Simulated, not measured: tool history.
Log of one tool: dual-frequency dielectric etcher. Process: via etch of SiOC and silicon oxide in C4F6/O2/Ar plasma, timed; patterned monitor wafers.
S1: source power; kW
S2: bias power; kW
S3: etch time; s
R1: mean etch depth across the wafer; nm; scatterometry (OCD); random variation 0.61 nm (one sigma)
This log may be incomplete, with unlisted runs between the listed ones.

run,hour,S1,S2,S3,R1
1,0.0,0.450,0.164,96.0,99.903
2,7.3,0.480,0.164,96.0,103.410
3,10.3,0.460,0.162,96.0,100.810
4,13.4,0.410,0.162,96.0,98.335
5,20.0,0.400,0.158,96.0,95.663
# hour 23.7: wet clean of the chamber
6,23.7,0.390,0.157,96.0,98.101

Run 7, settings as shown, results not yet in. Your forecast:
7,31.4,0.370,0.150,96.0,?

R1: 95.226 nm

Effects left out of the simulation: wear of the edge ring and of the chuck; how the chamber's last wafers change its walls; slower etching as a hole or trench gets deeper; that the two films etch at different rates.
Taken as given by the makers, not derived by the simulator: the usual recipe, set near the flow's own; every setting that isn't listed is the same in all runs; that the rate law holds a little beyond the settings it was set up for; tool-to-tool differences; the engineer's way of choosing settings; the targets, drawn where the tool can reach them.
